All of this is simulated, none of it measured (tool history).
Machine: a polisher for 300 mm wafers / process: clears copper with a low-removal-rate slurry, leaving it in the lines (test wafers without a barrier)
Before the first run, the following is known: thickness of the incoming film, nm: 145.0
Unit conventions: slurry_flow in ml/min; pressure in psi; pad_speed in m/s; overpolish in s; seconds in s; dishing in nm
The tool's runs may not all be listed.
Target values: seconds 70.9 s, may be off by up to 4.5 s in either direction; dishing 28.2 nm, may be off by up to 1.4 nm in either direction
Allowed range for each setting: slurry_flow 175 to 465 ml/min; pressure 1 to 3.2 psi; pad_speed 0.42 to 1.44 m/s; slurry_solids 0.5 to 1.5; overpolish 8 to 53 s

run    day  slurry_flow  pressure  pad_speed  slurry_solids  overpolish  seconds  dishing
  1      0          295       2.1       0.92              1          27    66.36   36.484
  2  0.054          295       2.1       0.92              1          26    67.34   35.906
  3   0.25          295       2.1       0.92              1          32   64.789   42.548
  4  0.492          295       2.1       0.92              1          28   63.335   38.129
  5  0.733          295       2.1       0.92              1          26   64.905   35.899
  6  1.008          295       2.1          1              1          26   62.009   37.396
  7  1.067          295         2          1              1          25   64.571   35.427
  8  1.225          295         2          1              1          24   64.918   33.462
  9  1.279          295       1.8          1              1          20   72.216   26.434

Next run, 4 choices. One meets every target within its allowed miss, the rest don't. Which?
  A  1.333          275       1.6       1.08            1.1          19        ?        ?
  B  1.333          215       2.2       0.72            1.3          21        ?        ?
  C  1.333          385       1.9       0.82            0.9          21        ?        ?
  D  1.333          305       1.7          1           1.05          20        ?        ?

move  seconds  dishing
   A   73.365   24.526
   B    70.24   28.229
   C   77.698   25.684
   D   73.392   25.709
A: lands further from the targets than the last run did
B: all results land within tolerance of their targets
C: lands further from the targets than the last run did
D: lands further from the targets than the last run did
Go with B: it meets all targets.

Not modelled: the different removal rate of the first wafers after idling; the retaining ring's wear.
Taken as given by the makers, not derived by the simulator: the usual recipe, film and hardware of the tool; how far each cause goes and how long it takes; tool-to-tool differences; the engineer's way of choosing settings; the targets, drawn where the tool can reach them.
